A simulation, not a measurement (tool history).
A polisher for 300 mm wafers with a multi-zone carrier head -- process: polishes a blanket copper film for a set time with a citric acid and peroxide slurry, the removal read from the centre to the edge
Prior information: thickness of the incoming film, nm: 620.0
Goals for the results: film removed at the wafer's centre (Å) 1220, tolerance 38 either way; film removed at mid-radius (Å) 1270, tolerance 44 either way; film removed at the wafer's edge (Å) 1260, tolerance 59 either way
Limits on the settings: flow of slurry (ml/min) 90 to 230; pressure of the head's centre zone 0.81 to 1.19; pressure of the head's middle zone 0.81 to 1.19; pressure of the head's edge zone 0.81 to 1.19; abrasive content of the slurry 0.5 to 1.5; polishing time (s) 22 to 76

run	hour	flow of slurry (ml/min)	pressure of the head's centre zone	pressure of the head's middle zone	pressure of the head's edge zone	abrasive content of the slurry	polishing time (s)	film removed at the wafer's centre (Å)	film removed at mid-radius (Å)	film removed at the wafer's edge (Å)
1	0	150	1	1	1	1	49	1085.4	1080.4	1032.2
2	4.6	150	1	1	1.07	1	49	1096.8	1100.8	1115.4
3	6.7	150	1	1	1.07	1	41	898.65	930.62	906.16
4	8.2	150	1	1	1.01	1	41	908.62	922.93	882.86
5	16.6	155	1.01	1.01	1.04	1.1	42	991.03	965.18	933.68
6	19.2	155	0.99	1.03	1.07	1.15	43	994.34	1011.2	1007.1
7	24.2	165	0.99	1.06	1.09	1.2	43	1033.6	1070.9	1022
8	32.3	165	0.99	1.07	1.11	1.25	44	1045.2	1131.8	1045.2
9	37.8	190	0.99	0.97	1.19	1.5	50	1287.9	1243.6	1338.7
10	42.1	190	0.98	0.98	1.18	1.5	50	1277.9	1287.8	1348
11	50	185	0.98	0.99	1.17	1.5	50	1271.6	1277.7	1332.2
12	59	185	0.98	1	1.16	1.5	50	1259.8	1290.2	1337.8

Exactly one of the 4 candidate moves below puts every result within its allowed miss. Which one?
A	68	175	1.07	1.09	0.98	1.4	48	?	?	?
B	68	180	0.97	1.02	1.14	1.5	49	?	?	?
C	68	145	0.92	0.9	1.19	1.35	58	?	?	?
D	68	175	0.85	0.94	1.16	1.5	55	?	?	?

move	film removed at the wafer's centre (Å)	film removed at mid-radius (Å)	film removed at the wafer's edge (Å)
A	1318	1298.3	1165.3
B	1247.4	1282.2	1295.9
C	1299.8	1276.8	1478.5
D	1218.4	1338.1	1462.1
A: pushes the last run's worst result past its target
B: hits every target within its allowed miss
C: its largest miss is bigger than the last run's
D: its largest miss is bigger than the last run's
Move B is the one to make.
